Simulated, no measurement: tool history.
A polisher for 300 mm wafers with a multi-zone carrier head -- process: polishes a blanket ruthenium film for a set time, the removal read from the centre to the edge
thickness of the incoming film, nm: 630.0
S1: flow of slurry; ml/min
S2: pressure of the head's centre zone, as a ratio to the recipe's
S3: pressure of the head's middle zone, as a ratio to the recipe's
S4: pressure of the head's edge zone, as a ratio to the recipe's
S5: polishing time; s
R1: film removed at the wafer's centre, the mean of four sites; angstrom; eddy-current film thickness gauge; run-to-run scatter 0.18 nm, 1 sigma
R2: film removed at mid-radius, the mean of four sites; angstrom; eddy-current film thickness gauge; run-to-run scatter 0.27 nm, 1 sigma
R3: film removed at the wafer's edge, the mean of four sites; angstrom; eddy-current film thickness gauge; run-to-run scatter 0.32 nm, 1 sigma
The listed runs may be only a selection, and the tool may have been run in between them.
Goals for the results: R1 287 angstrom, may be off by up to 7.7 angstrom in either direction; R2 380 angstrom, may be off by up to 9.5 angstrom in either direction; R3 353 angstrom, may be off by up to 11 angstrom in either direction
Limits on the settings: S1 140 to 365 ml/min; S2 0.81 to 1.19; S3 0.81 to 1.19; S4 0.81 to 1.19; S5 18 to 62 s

{"run": 1, "day": 0.0, "S1": 235, "S2": 1, "S3": 1, "S4": 1, "S5": 40, "R1": 423.96, "R2": 433.58, "R3": 429.54}
{"run": 2, "day": 0.258, "S1": 235, "S2": 1, "S3": 1.05, "S4": 1, "S5": 40, "R1": 427.77, "R2": 452.41, "R3": 434.56}
{"run": 3, "day": 0.475, "S1": 210, "S2": 1, "S3": 1.05, "S4": 1, "S5": 40, "R1": 420.05, "R2": 441.76, "R3": 425.57}
{"run": 4, "day": 0.621, "S1": 205, "S2": 0.95, "S3": 1.06, "S4": 0.99, "S5": 38, "R1": 376.03, "R2": 421.65, "R3": 398.57}
{"run": 5, "day": 0.704, "S1": 205, "S2": 0.95, "S3": 1.06, "S4": 1.07, "S5": 38, "R1": 377.26, "R2": 418.19, "R3": 410.93}
{"run": 6, "day": 0.875, "S1": 195, "S2": 0.91, "S3": 1.07, "S4": 1.06, "S5": 37, "R1": 349.66, "R2": 409.86, "R3": 402.49}
{"run": 7, "day": 0.967, "S1": 185, "S2": 0.89, "S3": 1.07, "S4": 1.03, "S5": 36, "R1": 323.91, "R2": 401.73, "R3": 375.22}
{"run": 8, "day": 1.05, "S1": 150, "S2": 0.82, "S3": 1.01, "S4": 1, "S5": 36, "R1": 283.77, "R2": 362.84, "R3": 366.78}
{"run": 9, "day": 1.417, "S1": 155, "S2": 0.82, "S3": 1.02, "S4": 0.98, "S5": 36, "R1": 289.2, "R2": 365.09, "R3": 363.63}

5 candidate next runs follow, results not yet known. Just one meets every target within its allowed miss. Identify it.
{"run": "A", "day": 1.783, "S1": 155, "S2": 0.84, "S3": 1.04, "S4": 1.06, "S5": 35, "R1": "?", "R2": "?", "R3": "?"}
{"run": "B", "day": 1.783, "S1": 160, "S2": 0.81, "S3": 1.05, "S4": 0.94, "S5": 36, "R1": "?", "R2": "?", "R3": "?"}
{"run": "C", "day": 1.783, "S1": 155, "S2": 0.83, "S3": 0.93, "S4": 1, "S5": 36, "R1": "?", "R2": "?", "R3": "?"}
{"run": "D", "day": 1.783, "S1": 150, "S2": 0.81, "S3": 1.01, "S4": 0.98, "S5": 38, "R1": "?", "R2": "?", "R3": "?"}
{"run": "E", "day": 1.783, "S1": 180, "S2": 0.85, "S3": 0.97, "S4": 0.93, "S5": 34, "R1": "?", "R2": "?", "R3": "?"}

move=A R1=287.11 R2=363.99 R3=361.26
move=B R1=286.88 R2=380.16 R3=352.32
move=C R1=291.54 R2=340.81 R3=361.66
move=D R1=297.96 R2=382.81 R3=375.69
move=E R1=291.76 R2=343.54 R3=337.03
A: misses by more than the last run did
B: all results in spec
C: misses by more than the last run did
D: puts the biggest miss on target and leaves a different result outside tolerance
E: misses by more than the last run did
Go with B: it meets all targets.
